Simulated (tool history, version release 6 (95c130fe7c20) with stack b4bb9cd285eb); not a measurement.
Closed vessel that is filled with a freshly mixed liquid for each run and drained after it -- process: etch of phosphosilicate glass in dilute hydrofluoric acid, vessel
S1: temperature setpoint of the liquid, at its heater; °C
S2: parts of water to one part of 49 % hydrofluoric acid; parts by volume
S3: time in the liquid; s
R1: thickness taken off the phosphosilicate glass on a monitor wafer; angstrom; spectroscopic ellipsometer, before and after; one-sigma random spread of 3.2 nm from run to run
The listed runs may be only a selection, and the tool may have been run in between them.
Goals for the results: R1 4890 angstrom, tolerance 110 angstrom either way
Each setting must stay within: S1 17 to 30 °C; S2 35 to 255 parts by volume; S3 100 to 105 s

run,day,S1,S2,S3,R1
1,0,22,145,100,1215.5
2,0.158,24,115,100,1760.9
3,0.329,25.5,95,100,2296.7
4,0.492,26.5,80,100,2861.3
5,0.858,27.5,70,100,3470.5
6,1.038,27.5,70,105,3660.1
7,1.167,28,65,105,4018
8,1.421,28.5,65,105,4079.2
9,1.546,30,45,105,6495.4
10,1.604,26.5,45,105,5711.6
11,1.679,26,45,105,5460.9
12,1.912,24.5,45,105,5237.8

Which single option among these 4 for the next run brings every result within its allowed miss of target? Just one does.
A,2.146,22.5,40,100,?
B,2.146,23,40,100,?
C,2.146,26,50,105,?
D,2.146,27,50,105,?

move,R1
A,5089.9
B,5197.7
C,4873.6
D,5074.2
A: moves toward the targets from the last run without getting all of them in spec
B: moves toward the targets from the last run without getting all of them in spec
C: each result inside its tolerance
D: moves toward the targets from the last run without getting all of them in spec
Move C is the one to make.
